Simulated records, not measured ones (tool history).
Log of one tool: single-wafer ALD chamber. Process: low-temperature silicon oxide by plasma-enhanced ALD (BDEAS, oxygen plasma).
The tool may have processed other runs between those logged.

run,hour,heater temperature setpoint (°C),number of ALD cycles (cycles),mean film thickness on the monitor wafer (angstrom)
1,0.0,90,41,64.479
2,6.1,84,42,67.167
3,7.3,79,42,68.244
4,8.2,79,38,61.769
5,8.9,79,42,68.443
6,10.2,79,46,74.867
7,12.6,82,46,74.459

Run 8, settings as shown, results not yet in. Your forecast:
8,20.0,85,46,?

mean film thickness on the monitor wafer (angstrom): 73.445
